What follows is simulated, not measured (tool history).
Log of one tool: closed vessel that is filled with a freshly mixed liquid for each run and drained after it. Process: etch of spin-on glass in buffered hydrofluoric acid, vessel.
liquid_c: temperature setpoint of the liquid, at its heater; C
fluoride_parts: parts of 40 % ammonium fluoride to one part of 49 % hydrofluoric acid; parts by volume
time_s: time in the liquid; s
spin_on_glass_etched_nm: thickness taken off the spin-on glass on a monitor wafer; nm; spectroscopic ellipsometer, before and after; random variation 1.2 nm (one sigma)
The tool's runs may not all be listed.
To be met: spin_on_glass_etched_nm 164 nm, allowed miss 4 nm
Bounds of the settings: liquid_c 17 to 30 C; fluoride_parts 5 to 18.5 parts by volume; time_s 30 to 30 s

Run 1, hour 0: liquid_c 22 C, fluoride_parts 11.5 parts by volume, time_s 30 s. Result: spin_on_glass_etched_nm 88.907 nm.
Run 2, hour 2.8: liquid_c 23 C, fluoride_parts 11 parts by volume, time_s 30 s. Result: spin_on_glass_etched_nm 97.668 nm.
Run 3, hour 10.9: liquid_c 23 C, fluoride_parts 8.5 parts by volume, time_s 30 s. Result: spin_on_glass_etched_nm 121.75 nm.
Run 4, hour 16.8: liquid_c 23 C, fluoride_parts 8.5 parts by volume, time_s 30 s. Result: spin_on_glass_etched_nm 122.68 nm.
Run 5, hour 21.3: liquid_c 23.5 C, fluoride_parts 8.5 parts by volume, time_s 30 s. Result: spin_on_glass_etched_nm 124.38 nm.
Run 6, hour 28.7: liquid_c 24 C, fluoride_parts 8.5 parts by volume, time_s 30 s. Result: spin_on_glass_etched_nm 130.43 nm.
Run 7, hour 37.1: liquid_c 24.5 C, fluoride_parts 8.5 parts by volume, time_s 30 s. Result: spin_on_glass_etched_nm 132.5 nm.
Run 8, hour 38.6: liquid_c 24.5 C, fluoride_parts 8.5 parts by volume, time_s 30 s. Result: spin_on_glass_etched_nm 132.82 nm.

4 next moves are on the table. One of them brings every result within its allowed miss. Which?
Run A, hour 40.1: liquid_c 24 C, fluoride_parts 6 parts by volume, time_s 30 s. Result: spin_on_glass_etched_nm ?.
Run B, hour 40.1: liquid_c 21.5 C, fluoride_parts 8 parts by volume, time_s 30 s. Result: spin_on_glass_etched_nm ?.
Run C, hour 40.1: liquid_c 24.5 C, fluoride_parts 7 parts by volume, time_s 30 s. Result: spin_on_glass_etched_nm ?.
Run D, hour 40.1: liquid_c 24.5 C, fluoride_parts 11 parts by volume, time_s 30 s. Result: spin_on_glass_etched_nm ?.

move  spin_on_glass_etched_nm
   A                   180.38
   B                   118.89
   C                   162.22
   D                    105.4
A: takes the result that was furthest off past its target
B: further off than the last run
C: meets every target
D: further off than the last run
The right move is C.

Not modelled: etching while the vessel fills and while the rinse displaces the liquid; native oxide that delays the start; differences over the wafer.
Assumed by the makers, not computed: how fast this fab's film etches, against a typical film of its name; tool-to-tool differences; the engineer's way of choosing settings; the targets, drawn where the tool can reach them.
